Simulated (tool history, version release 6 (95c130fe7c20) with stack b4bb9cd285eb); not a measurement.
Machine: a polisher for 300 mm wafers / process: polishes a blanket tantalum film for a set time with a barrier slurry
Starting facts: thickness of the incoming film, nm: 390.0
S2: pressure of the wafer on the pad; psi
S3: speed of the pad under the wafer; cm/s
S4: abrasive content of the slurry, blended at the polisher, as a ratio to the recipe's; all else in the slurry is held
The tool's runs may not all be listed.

{"run": 1, "day": 0.0, "flow of slurry (ml/min)": 130, "S2": 1.8, "S3": 86, "S4": 1.0, "polishing time (s)": 53, "film removed (Å)": 593.29}
{"run": 2, "day": 0.083, "flow of slurry (ml/min)": 130, "S2": 1.8, "S3": 98, "S4": 1.0, "polishing time (s)": 53, "film removed (Å)": 687.13}
{"run": 3, "day": 0.3, "flow of slurry (ml/min)": 135, "S2": 1.9, "S3": 98, "S4": 1.0, "polishing time (s)": 53, "film removed (Å)": 720.67}
{"run": 4, "day": 0.442, "flow of slurry (ml/min)": 135, "S2": 2.0, "S3": 98, "S4": 1.0, "polishing time (s)": 53, "film removed (Å)": 751.77}
{"run": 5, "day": 0.804, "flow of slurry (ml/min)": 135, "S2": 2.0, "S3": 98, "S4": 1.0, "polishing time (s)": 47, "film removed (Å)": 670.72}
{"run": 6, "day": 0.838, "flow of slurry (ml/min)": 135, "S2": 2.0, "S3": 98, "S4": 1.15, "polishing time (s)": 47, "film removed (Å)": 691.86}
{"run": 7, "day": 1.096, "flow of slurry (ml/min)": 135, "S2": 2.1, "S3": 98, "S4": 1.15, "polishing time (s)": 47, "film removed (Å)": 718.0}

Predict the results of run 8:
{"run": 8, "day": 1.462, "flow of slurry (ml/min)": 135, "S2": 2.2, "S3": 98, "S4": 1.15, "polishing time (s)": 47, "film removed (Å)": "?"}

Run 8 yielded film removed (Å) 759.32.

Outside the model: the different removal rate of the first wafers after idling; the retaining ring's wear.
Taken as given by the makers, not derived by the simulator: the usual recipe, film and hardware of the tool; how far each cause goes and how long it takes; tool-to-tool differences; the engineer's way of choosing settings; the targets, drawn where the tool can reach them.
